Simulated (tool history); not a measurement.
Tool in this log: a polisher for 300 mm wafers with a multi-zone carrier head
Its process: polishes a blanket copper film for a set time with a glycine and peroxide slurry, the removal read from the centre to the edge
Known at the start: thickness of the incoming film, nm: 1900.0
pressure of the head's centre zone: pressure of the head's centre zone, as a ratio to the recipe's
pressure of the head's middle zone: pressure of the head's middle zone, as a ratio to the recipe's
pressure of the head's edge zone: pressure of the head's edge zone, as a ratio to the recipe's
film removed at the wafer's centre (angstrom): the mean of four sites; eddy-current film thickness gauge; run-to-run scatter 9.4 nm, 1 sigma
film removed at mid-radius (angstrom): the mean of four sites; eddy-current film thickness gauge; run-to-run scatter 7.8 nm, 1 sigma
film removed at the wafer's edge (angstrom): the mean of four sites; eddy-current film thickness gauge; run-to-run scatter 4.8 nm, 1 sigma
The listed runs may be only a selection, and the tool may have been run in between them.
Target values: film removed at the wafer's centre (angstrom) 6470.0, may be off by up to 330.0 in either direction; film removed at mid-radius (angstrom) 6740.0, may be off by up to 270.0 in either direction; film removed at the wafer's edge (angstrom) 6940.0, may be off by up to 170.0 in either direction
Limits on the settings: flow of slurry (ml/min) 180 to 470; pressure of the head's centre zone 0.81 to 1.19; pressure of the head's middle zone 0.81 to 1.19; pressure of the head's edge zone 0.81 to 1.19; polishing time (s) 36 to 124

run	hour	flow of slurry (ml/min)	pressure of the head's centre zone	pressure of the head's middle zone	pressure of the head's edge zone	polishing time (s)	film removed at the wafer's centre (angstrom)	film removed at mid-radius (angstrom)	film removed at the wafer's edge (angstrom)
1	0.0	300	1.00	1.00	1.00	79	6056.2	6333.8	6071.0
2	6.3	300	0.96	1.00	1.00	79	5835.3	6317.0	6061.8
3	7.6	300	0.96	1.00	0.94	79	5867.2	6192.1	5922.6
4	13.3	300	0.96	0.95	0.94	79	5801.1	5973.0	5923.3
5	16.2	300	0.90	0.95	0.94	79	5467.8	5978.1	5928.1
6	24.9	300	0.84	0.95	0.94	79	5087.2	5955.8	5969.2
7	28.2	310	0.88	0.95	0.99	81	5580.0	6369.6	6292.4
8	36.3	310	0.88	0.95	0.99	81	5460.6	6259.3	6267.8
9	40.1	310	0.88	0.95	0.99	81	5581.3	6207.5	6230.5
10	41.8	320	0.90	0.95	1.03	82	5675.3	6243.1	6450.8
11	42.9	325	0.92	0.96	1.05	83	6003.3	6435.2	6631.6

Which single option among these 4 for the next run brings every result within its allowed miss of target? Just one does.
A	44.0	300	0.96	1.13	1.09	87	?	?	?
B	44.0	315	0.87	0.96	1.08	87	?	?	?
C	44.0	375	0.86	0.90	0.98	83	?	?	?
D	44.0	285	0.95	0.95	1.05	88	?	?	?

move	film removed at the wafer's centre (angstrom)	film removed at mid-radius (angstrom)	film removed at the wafer's edge (angstrom)
A	6382.2	7493.3	6911.7
B	5806.4	6805.4	6925.8
C	5570.2	6348.0	6459.8
D	6342.3	6764.8	6876.9
A: gets the furthest-off result to its target, but another result is out of tolerance
B: gets the furthest-off result to its target, but another result is out of tolerance
C: moves away from the targets compared with the last run
D: meets every target
The right move is D.

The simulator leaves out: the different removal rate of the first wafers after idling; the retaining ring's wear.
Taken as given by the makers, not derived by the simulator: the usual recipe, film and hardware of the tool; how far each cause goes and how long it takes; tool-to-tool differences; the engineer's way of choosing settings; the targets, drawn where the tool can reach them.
